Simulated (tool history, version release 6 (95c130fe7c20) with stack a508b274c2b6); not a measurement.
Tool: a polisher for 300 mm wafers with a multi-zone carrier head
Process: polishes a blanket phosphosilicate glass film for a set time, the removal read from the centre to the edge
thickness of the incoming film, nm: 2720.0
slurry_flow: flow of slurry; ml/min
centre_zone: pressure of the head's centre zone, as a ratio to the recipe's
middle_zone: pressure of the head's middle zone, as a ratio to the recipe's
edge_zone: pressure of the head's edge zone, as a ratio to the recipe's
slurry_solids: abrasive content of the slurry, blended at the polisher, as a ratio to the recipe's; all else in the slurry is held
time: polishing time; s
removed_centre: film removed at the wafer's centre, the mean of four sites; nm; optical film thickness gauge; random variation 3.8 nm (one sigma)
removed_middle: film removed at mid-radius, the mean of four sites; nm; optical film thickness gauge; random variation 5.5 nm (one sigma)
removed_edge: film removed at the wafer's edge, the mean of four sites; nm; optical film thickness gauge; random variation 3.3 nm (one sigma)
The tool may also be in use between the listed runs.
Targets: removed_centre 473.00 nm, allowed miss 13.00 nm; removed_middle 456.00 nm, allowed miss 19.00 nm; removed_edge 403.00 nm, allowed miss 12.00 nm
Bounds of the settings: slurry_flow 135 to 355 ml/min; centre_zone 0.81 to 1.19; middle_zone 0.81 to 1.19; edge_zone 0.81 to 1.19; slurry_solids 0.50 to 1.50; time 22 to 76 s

run,hour,slurry_flow,centre_zone,middle_zone,edge_zone,slurry_solids,time,removed_centre,removed_middle,removed_edge
1,0.0,225,1.00,1.00,1.00,1.00,49,345.97,327.94,314.48
2,3.7,225,1.00,1.00,1.00,1.20,49,373.86,338.89,340.04
3,6.6,225,1.06,1.00,1.00,1.20,49,392.23,358.96,342.16
4,10.3,255,1.06,1.00,1.00,1.20,49,394.79,357.11,347.66
# hour 16.1: centre zone pressure recalibrated
5,16.1,260,1.09,1.03,1.02,1.25,49,391.10,365.47,349.88
6,24.6,260,1.09,1.03,1.08,1.25,49,393.97,365.29,359.29
7,32.4,260,1.11,1.05,1.06,1.30,50,415.54,383.89,365.23
8,40.9,315,1.17,1.15,1.16,1.45,50,451.04,419.67,399.50

Which of these 4 next moves meets every target?
A,49.4,310,1.19,0.99,1.14,1.30,49,?,?,?
B,49.4,330,1.12,0.94,1.19,1.45,52,?,?,?
C,49.4,265,1.18,1.13,1.19,1.50,47,?,?,?
D,49.4,315,1.16,1.19,1.08,1.40,53,?,?,?

move,removed_centre,removed_middle,removed_edge
A,443.94,370.18,375.27
B,461.15,396.60,422.06
C,435.80,397.26,379.74
D,480.29,459.34,405.46
A: further off than the last run
B: further off than the last run
C: further off than the last run
D: meets every target
Move D is the one to make.
